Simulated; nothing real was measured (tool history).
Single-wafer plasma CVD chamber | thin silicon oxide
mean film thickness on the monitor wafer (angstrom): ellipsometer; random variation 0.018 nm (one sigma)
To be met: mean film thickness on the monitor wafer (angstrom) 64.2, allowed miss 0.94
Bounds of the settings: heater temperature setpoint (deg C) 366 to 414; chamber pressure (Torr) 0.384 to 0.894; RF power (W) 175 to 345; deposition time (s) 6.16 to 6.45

run	hour	heater temperature setpoint (deg C)	chamber pressure (Torr)	RF power (W)	deposition time (s)	mean film thickness on the monitor wafer (angstrom)
1	0	390	0.639	260	6.45	79.398
2	5.5	390	0.624	260	6.45	77.578
3	6.1	390	0.624	260	6.45	77.453
4	13.9	390	0.611	260	6.45	75.804
5	15.6	390	0.611	260	6.45	75.928
6	17.2	390	0.611	285	6.45	78.317
7	17.7	390	0.597	285	6.45	76.681
8	22.7	390	0.597	285	6.45	76.607
9	25.9	390	0.584	285	6.45	75.051
10	29.6	390	0.573	285	6.45	73.732
11	36.7	390	0.563	285	6.45	72.661
12	39.1	390	0.554	285	6.45	71.6
# hour 44.9: RF generator calibrated
13	44.9	390	0.477	285	6.45	62.303
14	53.6	390	0.479	285	6.45	63.013

Which of these 4 next moves meets every target?
A	62.3	389	0.472	280	6.42	?
B	62.3	394	0.458	300	6.45	?
C	62.3	390	0.487	295	6.38	?
D	62.3	393	0.456	305	6.45	?

move	mean film thickness on the monitor wafer (angstrom)
A	61.487
B	61.247
C	64.088
D	61.374
A: further off than the last run
B: further off than the last run
C: meets every target
D: further off than the last run
The right move is C.

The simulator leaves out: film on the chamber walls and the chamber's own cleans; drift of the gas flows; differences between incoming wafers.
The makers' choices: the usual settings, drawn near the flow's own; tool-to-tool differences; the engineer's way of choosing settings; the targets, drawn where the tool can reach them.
